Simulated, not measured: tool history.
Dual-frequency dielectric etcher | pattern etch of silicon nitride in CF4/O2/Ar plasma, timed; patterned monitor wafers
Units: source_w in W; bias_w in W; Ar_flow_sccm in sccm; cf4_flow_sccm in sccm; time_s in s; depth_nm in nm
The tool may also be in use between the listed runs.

run  hour  source_w  bias_w  Ar_flow_sccm  cf4_flow_sccm  time_s  depth_nm
  1   0.0       580      68           108             72   276.5    624.14
  2   7.3       570      68           108             72   276.5    612.83
  3  10.7       560      68           108             72   276.5    598.95
  4  13.1       610      68           108             72   276.5    656.95
  5  20.0       590      68           108             72   276.5    632.83
  6  22.1       580      68           108             72   276.5    623.26
  7  29.5       570      68           108             72   276.5    606.36
  8  31.2       560      68           108             72   276.5    602.82
  9  34.7       550      68           108             72   276.5    590.24
 10  39.0       540      68           108             72   276.5    575.95
 11  40.7       530      68           108             72   276.5    566.77

Forecast run 12:
 12  46.2       520      68           108             72   276.5         ?

Run 12 gave depth_nm 552.73 nm.

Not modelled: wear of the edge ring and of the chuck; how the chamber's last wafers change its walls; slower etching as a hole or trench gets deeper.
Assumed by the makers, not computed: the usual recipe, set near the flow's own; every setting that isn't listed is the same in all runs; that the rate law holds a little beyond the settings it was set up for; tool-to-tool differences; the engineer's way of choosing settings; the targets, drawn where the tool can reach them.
